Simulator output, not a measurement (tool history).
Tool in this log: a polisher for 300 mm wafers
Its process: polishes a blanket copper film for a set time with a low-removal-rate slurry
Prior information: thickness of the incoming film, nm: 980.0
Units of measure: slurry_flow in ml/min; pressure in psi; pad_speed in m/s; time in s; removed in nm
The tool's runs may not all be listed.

run	hour	slurry_flow	pressure	pad_speed	slurry_solids	time	removed
1	0	140	2.6	1.18	1	55	147.86
2	6.9	135	2.2	1.16	1	55	131.67
3	8.7	155	2.2	1.16	1	55	137.59
4	17.1	155	2.2	1.16	1	55	134.28
5	25.1	150	1.9	1.14	1	55	120.93
6	27.5	150	1.9	1.44	1	55	148.69
7	34.4	140	1.7	1.34	1	55	129.63

Expected results for the next run?
8	39.4	140	1.7	1.34	1	55	?

Run 8 measured removed 132.37 nm.
